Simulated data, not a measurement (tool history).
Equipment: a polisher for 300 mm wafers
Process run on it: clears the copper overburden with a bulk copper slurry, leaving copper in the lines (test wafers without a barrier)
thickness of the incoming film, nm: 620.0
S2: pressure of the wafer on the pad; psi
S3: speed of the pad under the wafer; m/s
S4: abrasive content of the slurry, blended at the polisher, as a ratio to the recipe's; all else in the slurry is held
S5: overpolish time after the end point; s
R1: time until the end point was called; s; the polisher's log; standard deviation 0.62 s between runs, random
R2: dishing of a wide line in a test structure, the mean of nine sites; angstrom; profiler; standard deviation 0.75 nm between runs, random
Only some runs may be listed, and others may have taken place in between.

{"run": 1, "hour": 0.0, "flow of slurry (ml/min)": 245, "S2": 1.8, "S3": 1.38, "S4": 1, "S5": 21, "R1": 70.782, "R2": 951.23}
{"run": 2, "hour": 4.6, "flow of slurry (ml/min)": 245, "S2": 1.4, "S3": 1.38, "S4": 1, "S5": 21, "R1": 91.434, "R2": 809.84}
{"run": 3, "hour": 8.4, "flow of slurry (ml/min)": 245, "S2": 1.4, "S3": 1.44, "S4": 1, "S5": 19, "R1": 88.11, "R2": 740.07}
{"run": 4, "hour": 9.6, "flow of slurry (ml/min)": 245, "S2": 1.4, "S3": 1.56, "S4": 1.05, "S5": 17, "R1": 79.431, "R2": 734.61}
{"run": 5, "hour": 14.7, "flow of slurry (ml/min)": 245, "S2": 1.4, "S3": 1.56, "S4": 1.05, "S5": 10, "R1": 81.824, "R2": 500.78}
{"hour": 15.6, "done": "head pressure recalibrated"}
{"run": 6, "hour": 15.6, "flow of slurry (ml/min)": 240, "S2": 1.4, "S3": 1.6, "S4": 1.05, "S5": 9, "R1": 83.896, "R2": 456.02}
{"run": 7, "hour": 22.5, "flow of slurry (ml/min)": 225, "S2": 1.5, "S3": 1.64, "S4": 0.95, "S5": 9, "R1": 77.096, "R2": 482.01}
{"run": 8, "hour": 26.4, "flow of slurry (ml/min)": 210, "S2": 1.6, "S3": 1.68, "S4": 0.9, "S5": 9, "R1": 73.753, "R2": 522.62}
{"run": 9, "hour": 29.6, "flow of slurry (ml/min)": 235, "S2": 1.6, "S3": 1.72, "S4": 0.95, "S5": 9, "R1": 70.632, "R2": 520.13}
{"run": 10, "hour": 34.7, "flow of slurry (ml/min)": 260, "S2": 1.6, "S3": 1.78, "S4": 0.95, "S5": 9, "R1": 65.074, "R2": 550.62}

Run 11 is up next; what results do you expect?
{"run": 11, "hour": 36.5, "flow of slurry (ml/min)": 240, "S2": 1.6, "S3": 1.84, "S4": 1, "S5": 9, "R1": "?", "R2": "?"}

Logged for run 11: R1 64.736 s, R2 555.29 angstrom.
